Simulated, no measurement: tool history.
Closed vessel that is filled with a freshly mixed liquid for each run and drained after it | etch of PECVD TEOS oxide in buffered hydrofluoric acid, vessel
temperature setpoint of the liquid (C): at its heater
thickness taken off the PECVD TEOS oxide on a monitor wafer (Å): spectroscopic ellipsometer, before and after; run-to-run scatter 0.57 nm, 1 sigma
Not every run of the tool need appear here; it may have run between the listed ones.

run,hour,temperature setpoint of the liquid (C),parts of 40 % ammonium fluoride to one part of 49 % hydrofluoric acid (parts by volume),time in the liquid (s),thickness taken off the PECVD TEOS oxide on a monitor wafer (Å)
1,0,22,22,105,872.29
2,2.5,24.5,22,105,994.89
3,7.1,24.5,16.5,105,1291.8
4,9.4,22,18.5,105,997.7
5,10.8,20.5,19.5,105,877.19
6,11.8,19.5,20.5,105,773.69
7,19.5,18.5,21,105,735.45
8,22.7,18.5,21,105,744.11
9,28.3,18,21.5,105,702.13

Forecast run 10:
10,29.1,17.5,22,105,?

Run 10 measured thickness taken off the PECVD TEOS oxide on a monitor wafer (Å) 669.89.
